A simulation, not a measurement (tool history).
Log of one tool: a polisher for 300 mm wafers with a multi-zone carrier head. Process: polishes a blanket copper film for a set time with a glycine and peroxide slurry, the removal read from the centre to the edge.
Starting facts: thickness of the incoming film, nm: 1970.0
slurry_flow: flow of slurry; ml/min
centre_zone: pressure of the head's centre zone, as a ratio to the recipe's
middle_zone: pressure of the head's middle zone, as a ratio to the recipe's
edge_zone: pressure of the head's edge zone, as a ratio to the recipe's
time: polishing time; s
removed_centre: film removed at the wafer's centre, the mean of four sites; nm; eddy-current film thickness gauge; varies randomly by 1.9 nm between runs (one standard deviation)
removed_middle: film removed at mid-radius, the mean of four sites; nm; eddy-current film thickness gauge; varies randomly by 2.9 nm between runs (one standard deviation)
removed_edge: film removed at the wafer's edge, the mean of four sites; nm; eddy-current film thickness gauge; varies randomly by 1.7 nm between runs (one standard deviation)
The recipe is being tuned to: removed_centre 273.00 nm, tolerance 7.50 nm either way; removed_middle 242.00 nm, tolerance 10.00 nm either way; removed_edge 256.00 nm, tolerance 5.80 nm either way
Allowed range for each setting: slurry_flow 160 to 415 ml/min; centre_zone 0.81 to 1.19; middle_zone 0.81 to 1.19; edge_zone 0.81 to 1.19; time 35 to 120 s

run 1 hour=0.0 | slurry_flow=265 centre_zone=1.00 middle_zone=1.00 edge_zone=1.00 time=77 | removed_centre=362.16 removed_middle=361.05 removed_edge=358.07
run 2 hour=8.8 | slurry_flow=265 centre_zone=1.00 middle_zone=1.00 edge_zone=0.92 time=77 | removed_centre=363.76 removed_middle=362.47 removed_edge=340.49
run 3 hour=14.6 | slurry_flow=255 centre_zone=0.99 middle_zone=0.95 edge_zone=0.90 time=72 | removed_centre=335.14 removed_middle=319.38 removed_edge=315.27
run 4 hour=17.8 | slurry_flow=200 centre_zone=0.99 middle_zone=0.95 edge_zone=0.90 time=72 | removed_centre=318.37 removed_middle=312.09 removed_edge=309.18
run 5 hour=20.0 | slurry_flow=200 centre_zone=0.99 middle_zone=0.90 edge_zone=0.90 time=72 | removed_centre=318.20 removed_middle=299.04 removed_edge=308.60
run 6 hour=27.5 | slurry_flow=175 centre_zone=0.99 middle_zone=0.90 edge_zone=0.90 time=72 | removed_centre=312.17 removed_middle=287.07 removed_edge=305.32
run 7 hour=31.3 | slurry_flow=185 centre_zone=0.99 middle_zone=0.89 edge_zone=0.88 time=69 | removed_centre=300.27 removed_middle=280.30 removed_edge=290.00
run 8 hour=34.0 | slurry_flow=185 centre_zone=0.99 middle_zone=0.87 edge_zone=0.87 time=67 | removed_centre=295.75 removed_middle=266.05 removed_edge=280.41
run 9 hour=36.0 | slurry_flow=180 centre_zone=0.96 middle_zone=0.84 edge_zone=0.81 time=61 | removed_centre=259.48 removed_middle=233.79 removed_edge=247.77
run 10 hour=42.1 | slurry_flow=195 centre_zone=0.96 middle_zone=0.84 edge_zone=0.82 time=61 | removed_centre=264.74 removed_middle=242.32 removed_edge=251.86
run 11 hour=43.6 | slurry_flow=200 centre_zone=0.96 middle_zone=0.83 edge_zone=0.82 time=61 | removed_centre=262.64 removed_middle=241.05 removed_edge=250.84

Of the 5 settings listed for the next run, only one would bring every result within its allowed miss of target. Which one?
run A hour=45.1 | slurry_flow=160 centre_zone=0.94 middle_zone=0.81 edge_zone=0.86 time=62 | removed_centre=? removed_middle=? removed_edge=?
run B hour=45.1 | slurry_flow=315 centre_zone=0.84 middle_zone=0.89 edge_zone=0.81 time=59 | removed_centre=? removed_middle=? removed_edge=?
run C hour=45.1 | slurry_flow=280 centre_zone=1.03 middle_zone=0.90 edge_zone=0.81 time=56 | removed_centre=? removed_middle=? removed_edge=?
run D hour=45.1 | slurry_flow=165 centre_zone=0.94 middle_zone=0.82 edge_zone=0.87 time=64 | removed_centre=? removed_middle=? removed_edge=?
run E hour=45.1 | slurry_flow=225 centre_zone=0.96 middle_zone=0.83 edge_zone=0.81 time=62 | removed_centre=? removed_middle=? removed_edge=?

move=A removed_centre=252.77 removed_middle=225.63 removed_edge=252.12
move=B removed_centre=242.31 removed_middle=257.32 removed_edge=251.95
move=C removed_centre=276.04 removed_middle=243.21 removed_edge=236.84
move=D removed_centre=262.94 removed_middle=236.85 removed_edge=262.86
move=E removed_centre=276.61 removed_middle=244.96 removed_edge=256.93
A: further off than the last run
B: further off than the last run
C: brings the result that was furthest off to its target, and leaves another outside
D: about the same distance from the targets as the last run
E: all results in spec
Answer: E
